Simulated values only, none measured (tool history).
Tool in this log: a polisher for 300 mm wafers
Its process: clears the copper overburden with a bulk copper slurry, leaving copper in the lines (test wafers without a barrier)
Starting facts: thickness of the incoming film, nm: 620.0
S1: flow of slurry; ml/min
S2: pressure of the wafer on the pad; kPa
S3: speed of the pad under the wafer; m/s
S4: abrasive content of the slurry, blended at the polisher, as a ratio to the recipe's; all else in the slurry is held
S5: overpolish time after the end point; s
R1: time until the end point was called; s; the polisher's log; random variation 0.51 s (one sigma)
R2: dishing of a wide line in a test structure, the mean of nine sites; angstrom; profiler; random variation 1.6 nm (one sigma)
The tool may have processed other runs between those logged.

run  hour   S1    S2    S3   S4  S5      R1      R2
  1     0  315  18.6  0.88    1  25  86.719  606.31
  2   4.2  315  18.6  0.88  0.9  25  87.867  567.12
  3  12.5  315    20  0.88  0.9  24  82.847  617.68
  4  14.6  315    20  0.88  0.9  31  84.018  644.77
  5  16.9  315    20     1  0.9  31  73.336  659.25
  6  22.1  315  20.7     1  0.9  28  70.559  678.44
  7  23.8  315  20.7     1  0.9  28  70.778  642.48
  8  24.8  315  21.4     1  0.9  27  68.789  634.26
  9  32.6  315  22.1     1  0.9  27  65.848  644.13

Predict the results of run 10:
 10    39  315  22.8   1  0.9  27   ?   ?

Logged for run 10: R1 64.714 s, R2 671.21 angstrom.

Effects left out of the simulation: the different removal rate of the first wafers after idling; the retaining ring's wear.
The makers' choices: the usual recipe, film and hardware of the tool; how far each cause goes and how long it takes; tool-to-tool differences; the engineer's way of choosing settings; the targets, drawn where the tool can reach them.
